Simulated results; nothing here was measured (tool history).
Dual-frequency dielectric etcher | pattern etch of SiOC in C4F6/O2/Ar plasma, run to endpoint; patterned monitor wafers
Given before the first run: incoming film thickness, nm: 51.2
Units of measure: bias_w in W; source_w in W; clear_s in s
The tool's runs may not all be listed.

run,hour,bias_w,source_w,clear_s
1,0,651,280,17.003
2,0.6,751,280,16.138
3,6.6,832,280,15.671
4,12,752,270,16.376
5,15.8,696,270,16.816
6,21.9,788,270,16.183
7,24.1,724,270,16.547
8,32.3,671,270,16.953
9,36.3,630,270,17.349
10,36.8,602,270,17.636
11,38,582,270,17.681

Run 12 comes next. What will it give?
12,40.6,562,270,?

Run 12 came out at clear_s 17.851 s.
